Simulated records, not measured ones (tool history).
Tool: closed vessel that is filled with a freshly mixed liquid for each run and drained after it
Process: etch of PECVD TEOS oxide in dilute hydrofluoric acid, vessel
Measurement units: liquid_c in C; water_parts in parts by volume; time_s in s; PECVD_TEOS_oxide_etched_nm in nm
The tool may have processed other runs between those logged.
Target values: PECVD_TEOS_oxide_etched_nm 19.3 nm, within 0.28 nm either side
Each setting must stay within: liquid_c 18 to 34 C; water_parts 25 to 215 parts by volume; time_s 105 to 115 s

| run | hour | liquid_c | water_parts | time_s | PECVD_TEOS_oxide_etched_nm |
|---|---|---|---|---|---|
| 1 | 0 | 26 | 120 | 105 | 8.5003 |
| 2 | 1 | 26 | 150 | 105 | 6.522 |
| 3 | 10 | 28 | 150 | 105 | 7.0255 |
| 4 | 16.4 | 29.5 | 130 | 105 | 8.7285 |
| 5 | 18.5 | 30.5 | 110 | 105 | 11.077 |
| 6 | 26.4 | 30.5 | 110 | 115 | 12.222 |
| 7 | 29.9 | 31.5 | 100 | 115 | 14.217 |
| 8 | 37.5 | 34 | 75 | 115 | 21.498 |
|  | 45.1 | hydrofluoric acid flow meter replaced |
| 9 | 45.1 | 33.5 | 75 | 115 | 23.614 |
| 10 | 46.1 | 32.5 | 75 | 115 | 22.601 |
| 11 | 50.5 | 30.5 | 75 | 115 | 21.213 |
| 12 | 51.7 | 29.5 | 75 | 115 | 20.213 |
| 13 | 60.5 | 29 | 75 | 115 | 19.93 |

Which one of the following 4 next-run settings gets every result inside its allowed miss? There is exactly one.
| A | 69.3 | 27 | 75 | 115 | ? |
| B | 69.3 | 27.5 | 75 | 115 | ? |
| C | 69.3 | 27.5 | 70 | 110 | ? |
| D | 69.3 | 26 | 65 | 105 | ? |

| move | PECVD_TEOS_oxide_etched_nm |
|---|---|
| A | 18.305 |
| B | 18.668 |
| C | 19.265 |
| D | 18.789 |
A: takes the biggest miss from the last run beyond its target
B: takes the biggest miss from the last run beyond its target
C: all results in spec
D: takes the biggest miss from the last run beyond its target
Correct choice: C, which meets every target

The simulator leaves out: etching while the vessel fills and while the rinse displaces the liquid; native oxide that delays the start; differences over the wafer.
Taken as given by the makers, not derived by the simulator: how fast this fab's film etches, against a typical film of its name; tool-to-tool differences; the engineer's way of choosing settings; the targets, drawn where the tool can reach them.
